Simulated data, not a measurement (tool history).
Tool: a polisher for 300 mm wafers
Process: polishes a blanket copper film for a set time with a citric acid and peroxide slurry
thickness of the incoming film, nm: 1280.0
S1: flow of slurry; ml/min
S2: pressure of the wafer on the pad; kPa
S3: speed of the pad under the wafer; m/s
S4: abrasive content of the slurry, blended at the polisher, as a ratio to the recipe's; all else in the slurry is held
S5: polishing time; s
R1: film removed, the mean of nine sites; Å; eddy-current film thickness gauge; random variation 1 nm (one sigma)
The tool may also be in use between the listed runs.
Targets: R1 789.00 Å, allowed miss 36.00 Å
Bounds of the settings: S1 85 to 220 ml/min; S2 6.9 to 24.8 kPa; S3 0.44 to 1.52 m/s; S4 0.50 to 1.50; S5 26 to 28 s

run	hour	S1	S2	S3	S4	S5	R1
1	0.0	140	15.9	0.98	1.00	28	481.65
2	1.8	140	16.5	0.98	1.00	28	496.69
3	4.6	140	17.2	0.98	1.00	28	520.66
4	8.0	140	17.2	0.98	1.00	28	521.22
5	14.2	140	17.2	1.10	1.00	28	582.13
6	15.2	140	17.2	1.10	1.00	28	561.62
# hour 17.8: worn pad replaced by a new one
7	17.8	140	17.9	1.10	1.00	28	657.58
8	26.8	145	18.6	1.10	1.00	28	677.76
9	35.0	150	18.6	1.10	1.00	28	684.61
10	40.5	155	18.6	1.10	1.00	28	678.88
11	42.0	165	19.3	1.10	1.00	28	699.77
12	47.8	165	20.0	1.10	1.00	28	721.73
13	53.5	165	20.7	1.10	1.00	28	762.04

5 next moves are on the table. One of them brings every result within its allowed miss. Which?
A	59.2	170	22.1	1.06	0.95	27	?
B	59.2	135	18.6	1.14	1.20	27	?
C	59.2	150	22.1	1.20	1.05	28	?
D	59.2	160	20.0	1.28	0.85	27	?
E	59.2	155	22.1	1.00	1.15	26	?

move	R1
A	726.52
B	687.53
C	853.56
D	773.49
E	682.77
A: further off than the last run
B: further off than the last run
C: takes the result that was furthest off past its target
D: meets every target
E: further off than the last run
Answer: D
